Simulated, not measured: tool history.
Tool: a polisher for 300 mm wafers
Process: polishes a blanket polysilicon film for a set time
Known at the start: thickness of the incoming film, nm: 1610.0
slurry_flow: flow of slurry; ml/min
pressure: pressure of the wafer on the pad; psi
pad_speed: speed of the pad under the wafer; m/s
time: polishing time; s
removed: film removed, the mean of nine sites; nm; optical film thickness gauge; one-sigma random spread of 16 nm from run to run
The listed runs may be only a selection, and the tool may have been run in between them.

run,hour,slurry_flow,pressure,pad_speed,time,removed
1,0.0,160,3.2,1.08,77,960.81
2,5.4,160,3.2,0.92,77,828.61
3,10.6,165,3.6,0.92,77,923.77
4,14.9,165,3.6,0.92,80,971.62
5,21.9,165,3.6,0.92,80,945.90
6,28.2,165,3.6,0.70,80,764.40
7,34.7,165,4.0,0.76,80,912.07
8,42.1,165,4.3,0.80,80,1028.80
9,47.0,165,4.5,0.84,80,1112.50
10,53.1,165,4.6,0.86,80,1136.10
11,59.2,170,4.7,0.90,80,1226.90
# hour 65.9: head pressure recalibrated
12,65.9,170,4.8,0.92,80,1231.70

Expected results for the next run?
13,67.7,170,4.9,0.96,80,?

{"run 13": {"removed": 1303.8}}

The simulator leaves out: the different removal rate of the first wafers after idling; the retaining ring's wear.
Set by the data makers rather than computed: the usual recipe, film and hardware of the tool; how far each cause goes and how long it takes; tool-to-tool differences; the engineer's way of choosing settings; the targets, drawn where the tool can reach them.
